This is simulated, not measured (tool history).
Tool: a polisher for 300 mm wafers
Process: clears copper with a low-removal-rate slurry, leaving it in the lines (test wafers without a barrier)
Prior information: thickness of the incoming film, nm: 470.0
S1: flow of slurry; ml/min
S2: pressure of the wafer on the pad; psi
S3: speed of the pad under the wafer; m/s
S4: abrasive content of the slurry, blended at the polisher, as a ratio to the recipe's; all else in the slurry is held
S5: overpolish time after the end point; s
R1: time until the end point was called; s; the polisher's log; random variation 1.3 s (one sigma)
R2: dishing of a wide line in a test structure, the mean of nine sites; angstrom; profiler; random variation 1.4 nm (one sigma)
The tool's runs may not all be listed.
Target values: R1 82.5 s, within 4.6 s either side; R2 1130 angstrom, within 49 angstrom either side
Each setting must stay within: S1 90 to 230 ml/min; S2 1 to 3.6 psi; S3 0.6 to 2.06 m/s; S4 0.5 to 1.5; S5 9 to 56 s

run  hour   S1   S2    S3    S4  S5      R1      R2
  1     0  150  2.3  1.32     1  29  145.96  583.57
  2   6.8  150  1.9  1.32     1  29  171.02  500.58
  3  14.7  150  1.9  1.08     1  29     205  439.05
  4  20.6  130  1.9  1.08     1  29  212.67  431.26
  5  28.2  130  2.1  1.12     1  30  188.04  489.27
  6  34.7  130  2.1  1.12   0.9  30  189.98  482.06
  7  43.5  130  2.3  1.14   0.9  31     174  529.12
  8  44.4  130  2.3  1.14   0.9  31  172.19  549.35
  9  45.3  130  2.4  1.16   0.9  31  162.36  571.51
 10    52  135    3   1.4  0.95  38  108.22  895.55
 11  55.8  135  3.1   1.4  0.95  38  103.41  933.98
 12  57.9  135  3.1   1.4  0.95  38  101.26  908.44
 13  61.3  135  3.4  1.42  0.95  40  93.818  1017.4
 14  63.2  135  3.5  1.46  0.95  40  86.806  1069.7

Of the 4 settings listed for the next run, only one would bring every result within its allowed miss of target. Which one?
  A  65.1  140  3.2   1.5   0.9  39   ?   ?
  B  65.1  125  3.5  1.58  1.05  33   ?   ?
  C  65.1  155  3.3   1.6  0.95  35   ?   ?
  D  65.1  110  3.6   1.6  0.85  41   ?   ?

move      R1      R2
   A  96.586  987.26
   B  82.174  998.59
   C  85.359  1001.3
   D  85.612  1108.7
A: its largest miss is bigger than the last run's
B: its largest miss is bigger than the last run's
C: its largest miss is bigger than the last run's
D: all results in spec
The right move is D.

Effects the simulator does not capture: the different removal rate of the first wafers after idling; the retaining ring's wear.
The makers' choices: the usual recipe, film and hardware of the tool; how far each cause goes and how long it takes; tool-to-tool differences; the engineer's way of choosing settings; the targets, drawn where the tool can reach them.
